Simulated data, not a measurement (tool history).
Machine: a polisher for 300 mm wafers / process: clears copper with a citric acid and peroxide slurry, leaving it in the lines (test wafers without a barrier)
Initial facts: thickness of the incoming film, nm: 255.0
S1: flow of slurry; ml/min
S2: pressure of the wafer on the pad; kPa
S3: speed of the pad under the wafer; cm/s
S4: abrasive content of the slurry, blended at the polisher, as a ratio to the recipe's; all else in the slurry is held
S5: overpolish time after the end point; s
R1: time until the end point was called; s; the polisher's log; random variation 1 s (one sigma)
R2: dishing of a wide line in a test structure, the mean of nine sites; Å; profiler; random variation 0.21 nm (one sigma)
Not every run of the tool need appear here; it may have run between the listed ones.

Run 1, day 0: S1 270 ml/min, S2 21.4 kPa, S3 102 cm/s, S4 1, S5 14 s. Result: R1 107.25 s, R2 258.94 Å.
Run 2, day 0.204: S1 270 ml/min, S2 21.4 kPa, S3 102 cm/s, S4 1, S5 19 s. Result: R1 107.93 s, R2 324.58 Å.
Run 3, day 0.579: S1 235 ml/min, S2 21.4 kPa, S3 102 cm/s, S4 1, S5 19 s. Result: R1 108.79 s, R2 305.95 Å.
Run 4, day 0.725: S1 235 ml/min, S2 21.4 kPa, S3 102 cm/s, S4 1, S5 21 s. Result: R1 109.05 s, R2 342.66 Å.
Run 5, day 0.888: S1 235 ml/min, S2 21.4 kPa, S3 102 cm/s, S4 0.8, S5 21 s. Result: R1 115.87 s, R2 339.82 Å.
Run 6, day 0.958: S1 220 ml/min, S2 20.7 kPa, S3 102 cm/s, S4 0.85, S5 18 s. Result: R1 119.25 s, R2 286.63 Å.

Estimate the outcome of run 7 from the log above:
Run 7, day 1.196: S1 210 ml/min, S2 20 kPa, S3 102 cm/s, S4 1, S5 15 s. Result: R1 ?, R2 ?.

{"run 7": {"R1": 118.59, "R2": 249.6}}
